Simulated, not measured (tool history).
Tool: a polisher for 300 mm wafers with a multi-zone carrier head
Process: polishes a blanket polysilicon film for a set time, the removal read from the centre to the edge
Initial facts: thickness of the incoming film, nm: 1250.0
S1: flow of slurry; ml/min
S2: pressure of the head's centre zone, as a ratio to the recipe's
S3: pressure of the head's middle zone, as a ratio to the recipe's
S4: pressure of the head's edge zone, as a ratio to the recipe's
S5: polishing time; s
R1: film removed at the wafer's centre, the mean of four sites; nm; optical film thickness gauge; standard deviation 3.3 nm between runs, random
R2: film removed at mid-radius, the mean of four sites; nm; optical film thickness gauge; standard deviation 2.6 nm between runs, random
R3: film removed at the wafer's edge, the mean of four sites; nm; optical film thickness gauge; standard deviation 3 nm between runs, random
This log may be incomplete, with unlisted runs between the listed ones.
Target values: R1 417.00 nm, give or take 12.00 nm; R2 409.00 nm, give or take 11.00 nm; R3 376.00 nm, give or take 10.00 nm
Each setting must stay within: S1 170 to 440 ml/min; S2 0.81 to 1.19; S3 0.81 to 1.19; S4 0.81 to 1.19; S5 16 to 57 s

run  hour   S1    S2    S3    S4  S5      R1      R2      R3
  1   0.0  280  1.00  1.00  1.00  36  371.24  372.55  367.19
  2   5.7  300  1.02  1.02  1.00  36  374.16  384.25  377.02
  3   6.4  305  1.05  1.03  0.98  36  387.85  386.96  366.63
  4   9.0  315  1.06  1.04  0.98  36  386.17  388.52  372.89
  5  15.8  315  1.08  1.05  0.97  36  403.90  390.44  370.18
  6  16.9  250  1.08  1.05  0.97  36  384.47  384.73  360.38
  7  19.2  270  1.09  1.06  0.97  36  393.75  392.46  360.87
  8  24.8  285  1.10  1.07  0.97  36  403.59  400.24  367.86
  9  28.3  295  1.10  1.07  0.97  36  410.24  400.23  362.69

5 candidate next runs follow, results not yet known. Just one meets every target within its allowed miss. Identify it.
  A  31.8  300  1.10  1.06  0.97  37   ?   ?   ?
  B  31.8  280  1.14  1.14  0.96  35   ?   ?   ?
  C  31.8  320  1.11  1.03  1.03  36   ?   ?   ?
  D  31.8  285  1.03  1.10  0.97  35   ?   ?   ?
  E  31.8  305  0.99  0.98  0.91  40   ?   ?   ?

move      R1      R2      R3
   A  420.13  404.54  370.78
   B  408.67  405.00  347.62
   C  414.38  385.95  370.37
   D  372.32  393.53  349.48
   E  412.23  409.99  392.65
A: every result lands within tolerance
B: misses by more than the last run did
C: corrects the largest miss of the last run, while another result sits out of spec
D: misses by more than the last run did
E: takes the result that was furthest off past its target
Answer: A
